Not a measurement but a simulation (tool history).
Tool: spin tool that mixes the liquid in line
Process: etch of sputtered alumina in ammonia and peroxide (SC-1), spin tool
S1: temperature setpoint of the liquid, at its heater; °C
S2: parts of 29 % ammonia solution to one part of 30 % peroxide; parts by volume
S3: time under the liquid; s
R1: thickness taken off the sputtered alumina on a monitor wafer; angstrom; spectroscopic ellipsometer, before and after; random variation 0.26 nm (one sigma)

| run | hour | S1 | S2 | S3 | R1 |
|---|---|---|---|---|---|
| 1 | 0.0 | 58.0 | 0.60 | 315 | 203.12 |
| 2 | 7.6 | 58.0 | 0.60 | 335 | 216.51 |
| 3 | 10.7 | 59.5 | 0.60 | 335 | 234.40 |
| 4 | 13.5 | 59.5 | 0.65 | 335 | 236.59 |
| 5 | 15.3 | 59.5 | 0.45 | 335 | 224.17 |
| 6 | 18.8 | 61.0 | 0.45 | 335 | 245.19 |
| 7 | 20.8 | 62.0 | 0.45 | 335 | 251.69 |

The next listed run, before its measurement:
| 8 | 24.9 | 63.0 | 0.45 | 335 | ? |

R1: 270.27 angstrom
